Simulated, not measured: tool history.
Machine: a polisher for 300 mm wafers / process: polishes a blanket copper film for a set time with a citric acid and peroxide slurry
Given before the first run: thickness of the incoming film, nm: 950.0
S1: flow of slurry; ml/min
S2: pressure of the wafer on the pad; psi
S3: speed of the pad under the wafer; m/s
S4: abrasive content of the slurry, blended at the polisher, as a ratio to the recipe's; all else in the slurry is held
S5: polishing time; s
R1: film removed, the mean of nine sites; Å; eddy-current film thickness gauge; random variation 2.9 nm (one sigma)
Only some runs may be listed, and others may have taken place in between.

| run | hour | S1 | S2 | S3 | S4 | S5 | R1 |
|---|---|---|---|---|---|---|---|
| 1 | 0.0 | 200 | 4.2 | 0.96 | 1.0 | 110 | 3026.6 |
| 2 | 3.6 | 230 | 4.2 | 0.96 | 1.0 | 110 | 3171.5 |
| 3 | 10.0 | 230 | 4.2 | 0.96 | 1.0 | 116 | 3326.8 |
| 4 | 10.7 | 230 | 3.7 | 0.96 | 1.0 | 116 | 2938.4 |
| 5 | 18.1 | 230 | 3.7 | 0.96 | 1.0 | 116 | 2955.2 |
| 6 | 22.8 | 225 | 3.2 | 0.96 | 1.0 | 116 | 2582.8 |

Forecast run 7:
| 7 | 23.5 | 220 | 2.9 | 0.96 | 1.0 | 116 | ? |

{"run 7": {"R1": 2325.0}}
